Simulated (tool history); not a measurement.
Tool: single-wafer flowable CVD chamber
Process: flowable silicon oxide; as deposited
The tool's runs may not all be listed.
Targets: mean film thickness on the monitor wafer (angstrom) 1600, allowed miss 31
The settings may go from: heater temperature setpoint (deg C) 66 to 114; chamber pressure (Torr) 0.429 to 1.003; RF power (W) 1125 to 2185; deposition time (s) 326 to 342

run	hour	heater temperature setpoint (deg C)	chamber pressure (Torr)	RF power (W)	deposition time (s)	mean film thickness on the monitor wafer (angstrom)
1	0	90	0.716	1655	342	2553.1
2	5.7	99	0.716	1655	342	1971.3
3	14.5	99	0.794	1655	342	2173.1
4	22.2	99	0.732	1655	342	2006.3
5	22.8	99	0.676	1655	342	1860.9
6	29	99	0.676	1440	342	1766.3
7	37.3	100	0.676	1440	342	1716.8
8	40	100	0.676	1440	342	1692.5
9	40.7	101	0.676	1440	342	1662.5

Which of these 5 next moves meets every target?
A	41.4	88	0.51	1255	342	?
B	41.4	101	0.698	1340	329	?
C	41.4	100	0.673	1540	333	?
D	41.4	95	0.603	1365	339	?
E	41.4	103	0.766	1615	326	?

move	mean film thickness on the monitor wafer (angstrom)
A	1760.7
B	1612.5
C	1713.7
D	1732.2
E	1767.5
A: further off than the last run
B: meets every target
C: further off than the last run
D: further off than the last run
E: further off than the last run
Move B is the one to make.
